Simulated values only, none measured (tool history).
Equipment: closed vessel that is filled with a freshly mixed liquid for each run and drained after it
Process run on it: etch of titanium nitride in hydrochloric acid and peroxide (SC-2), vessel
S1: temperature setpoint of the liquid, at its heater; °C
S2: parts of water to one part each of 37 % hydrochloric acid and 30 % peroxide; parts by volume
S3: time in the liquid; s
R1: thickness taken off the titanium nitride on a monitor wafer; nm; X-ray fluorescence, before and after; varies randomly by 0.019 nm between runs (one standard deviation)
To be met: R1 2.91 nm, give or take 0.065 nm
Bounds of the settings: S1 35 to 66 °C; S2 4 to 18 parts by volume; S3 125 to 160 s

run 1 hour=0 | S1=50 S2=10 S3=160 | R1=4.7463
run 2 hour=5.6 | S1=48.5 S2=10 S3=160 | R1=4.2682
run 3 hour=10.1 | S1=48.5 S2=10 S3=125 | R1=3.3381
run 4 hour=11.1 | S1=48.5 S2=10 S3=160 | R1=4.2578
run 5 hour=15.2 | S1=47.5 S2=10 S3=160 | R1=4.0227
run 6 hour=24.2 | S1=40.5 S2=10 S3=160 | R1=2.4516
run 7 hour=30 | S1=41 S2=10 S3=160 | R1=2.5455
run 8 hour=32.7 | S1=41.5 S2=10 S3=160 | R1=2.6206
run 9 hour=39.7 | S1=42 S2=10 S3=160 | R1=2.7556
run 10 hour=41.5 | S1=42.5 S2=10 S3=160 | R1=2.8079

4 candidate next runs follow, results not yet known. Just one meets every target within its allowed miss. Identify it.
run A hour=43.3 | S1=46 S2=10.5 S3=140 | R1=?
run B hour=43.3 | S1=42.5 S2=9 S3=140 | R1=?
run C hour=43.3 | S1=43.5 S2=8 S3=135 | R1=?
run D hour=43.3 | S1=45.5 S2=11 S3=145 | R1=?

move=A R1=3.0217
move=B R1=2.6959
move=C R1=3.0659
move=D R1=2.908
A: moves the result that the last run missed by most past its target, out the other side
B: the biggest miss grows against the last run
C: moves the result that the last run missed by most past its target, out the other side
D: every result lands within tolerance
The right move is D.

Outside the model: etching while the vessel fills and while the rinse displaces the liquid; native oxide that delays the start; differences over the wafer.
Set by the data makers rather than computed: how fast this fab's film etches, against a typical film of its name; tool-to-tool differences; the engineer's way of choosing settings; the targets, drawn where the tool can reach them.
